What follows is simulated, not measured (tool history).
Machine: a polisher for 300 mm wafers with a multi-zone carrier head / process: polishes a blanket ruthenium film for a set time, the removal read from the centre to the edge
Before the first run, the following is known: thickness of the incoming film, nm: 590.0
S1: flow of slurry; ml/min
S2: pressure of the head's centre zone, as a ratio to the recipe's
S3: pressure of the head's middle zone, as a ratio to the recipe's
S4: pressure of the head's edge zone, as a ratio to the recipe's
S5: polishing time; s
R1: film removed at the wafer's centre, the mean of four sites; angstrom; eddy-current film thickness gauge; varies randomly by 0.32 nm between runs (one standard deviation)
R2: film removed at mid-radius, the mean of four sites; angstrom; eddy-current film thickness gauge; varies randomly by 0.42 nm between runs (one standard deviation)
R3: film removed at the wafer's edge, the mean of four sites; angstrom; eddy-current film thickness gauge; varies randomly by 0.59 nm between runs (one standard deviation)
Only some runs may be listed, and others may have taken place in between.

Run 1, day 0.000: S1 280 ml/min, S2 1.00, S3 1.00, S4 1.00, S5 35 s. Result: R1 531.28 angstrom, R2 517.80 angstrom, R3 542.33 angstrom.
Run 2, day 0.096: S1 280 ml/min, S2 1.00, S3 1.00, S4 1.00, S5 32 s. Result: R1 486.47 angstrom, R2 474.28 angstrom, R3 491.03 angstrom.
Run 3, day 0.296: S1 280 ml/min, S2 1.00, S3 1.00, S4 1.08, S5 32 s. Result: R1 484.66 angstrom, R2 481.23 angstrom, R3 505.59 angstrom.
Run 4, day 0.621: S1 280 ml/min, S2 1.00, S3 1.00, S4 1.08, S5 36 s. Result: R1 546.83 angstrom, R2 538.23 angstrom, R3 574.27 angstrom.
Run 5, day 0.708: S1 275 ml/min, S2 0.98, S3 1.00, S4 1.07, S5 36 s. Result: R1 525.68 angstrom, R2 545.03 angstrom, R3 577.86 angstrom.
Run 6, day 0.979: S1 275 ml/min, S2 0.98, S3 0.93, S4 1.07, S5 36 s. Result: R1 531.50 angstrom, R2 517.99 angstrom, R3 578.68 angstrom.
Run 7, day 1.150: S1 275 ml/min, S2 0.96, S3 0.93, S4 1.06, S5 36 s. Result: R1 518.20 angstrom, R2 513.49 angstrom, R3 561.72 angstrom.

Run 8, settings as shown, results not yet in. Your forecast:
Run 8, day 1.521: S1 225 ml/min, S2 0.86, S3 0.90, S4 1.05, S5 34 s. Result: R1 ?, R2 ?, R3 ?.

Logged for run 8: R1 433.40 angstrom, R2 466.20 angstrom, R3 518.91 angstrom.
